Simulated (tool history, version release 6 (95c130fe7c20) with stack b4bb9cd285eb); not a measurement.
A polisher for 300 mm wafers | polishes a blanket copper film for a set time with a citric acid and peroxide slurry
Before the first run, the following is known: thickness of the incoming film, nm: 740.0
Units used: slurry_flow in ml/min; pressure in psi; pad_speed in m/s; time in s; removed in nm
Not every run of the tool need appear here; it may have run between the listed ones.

run 1 hour=0 | slurry_flow=205 pressure=2 pad_speed=0.96 slurry_solids=1 time=66 | removed=86.442
run 2 hour=4.2 | slurry_flow=205 pressure=1.5 pad_speed=0.96 slurry_solids=1 time=66 | removed=66.017
run 3 hour=7.9 | slurry_flow=210 pressure=1.8 pad_speed=0.96 slurry_solids=1 time=66 | removed=79.41
run 4 hour=8.8 | slurry_flow=210 pressure=1.8 pad_speed=0.96 slurry_solids=0.8 time=66 | removed=75.795
run 5 hour=12.2 | slurry_flow=250 pressure=1.8 pad_speed=0.96 slurry_solids=0.8 time=66 | removed=77.7
run 6 hour=15.2 | slurry_flow=250 pressure=2 pad_speed=0.96 slurry_solids=0.8 time=66 | removed=86.916
run 7 hour=17.4 | slurry_flow=255 pressure=2.2 pad_speed=0.96 slurry_solids=0.8 time=66 | removed=95.021
run 8 hour=24.8 | slurry_flow=255 pressure=2.4 pad_speed=0.96 slurry_solids=0.8 time=66 | removed=104.01
run 9 hour=32.4 | slurry_flow=265 pressure=3 pad_speed=0.98 slurry_solids=0.8 time=66 | removed=130.79
run 10 hour=39.2 | slurry_flow=270 pressure=3 pad_speed=0.98 slurry_solids=0.8 time=66 | removed=132.72
run 11 hour=43.2 | slurry_flow=275 pressure=3 pad_speed=0.98 slurry_solids=0.8 time=66 | removed=130.9
-- hour=51 worn pad replaced by a new one
run 12 hour=51 | slurry_flow=275 pressure=3.1 pad_speed=1 slurry_solids=0.8 time=66 | removed=151.37
run 13 hour=58 | slurry_flow=265 pressure=3.1 pad_speed=1 slurry_solids=0.8 time=66 | removed=152.36
run 14 hour=65.1 | slurry_flow=275 pressure=3.1 pad_speed=1 slurry_solids=0.8 time=66 | removed=152.13
run 15 hour=66.6 | slurry_flow=265 pressure=3.1 pad_speed=1 slurry_solids=0.8 time=66 | removed=150.22
run 16 hour=69.3 | slurry_flow=270 pressure=3.1 pad_speed=1 slurry_solids=0.8 time=66 | removed=153.04
run 17 hour=70.2 | slurry_flow=270 pressure=3 pad_speed=1 slurry_solids=0.8 time=66 | removed=147.48
run 18 hour=76.9 | slurry_flow=265 pressure=3 pad_speed=1 slurry_solids=0.8 time=66 | removed=148.77

Run 19 is up next; what results do you expect?
run 19 hour=85.6 | slurry_flow=270 pressure=3 pad_speed=1 slurry_solids=0.8 time=66 | removed=?

Run 19 produced removed 145.46 nm.
